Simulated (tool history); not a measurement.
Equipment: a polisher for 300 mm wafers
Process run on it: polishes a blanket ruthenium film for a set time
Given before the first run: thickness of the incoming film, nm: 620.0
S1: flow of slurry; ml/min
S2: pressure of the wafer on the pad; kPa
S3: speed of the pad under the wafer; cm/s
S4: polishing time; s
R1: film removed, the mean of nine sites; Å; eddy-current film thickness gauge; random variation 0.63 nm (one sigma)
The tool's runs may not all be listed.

| run | hour | S1 | S2 | S3 | S4 | R1 |
|---|---|---|---|---|---|---|
| 1 | 0 | 195 | 15.9 | 88 | 86 | 820.17 |
| 2 | 4.3 | 195 | 15.9 | 96 | 86 | 911.94 |
| 3 | 9.7 | 195 | 14.5 | 96 | 86 | 802.73 |
| 4 | 17 | 195 | 13.8 | 96 | 86 | 789.97 |
| 5 | 22 | 170 | 13.8 | 96 | 86 | 791.97 |
| 6 | 22.9 | 220 | 13.8 | 96 | 86 | 792.48 |
| 7 | 26.7 | 220 | 13.1 | 96 | 86 | 752.12 |
| 8 | 29.8 | 220 | 12.4 | 96 | 86 | 720.48 |

What will run 9 give?
| 9 | 33.5 | 220 | 11.7 | 96 | 86 | ? |

R1: 693.9 Å
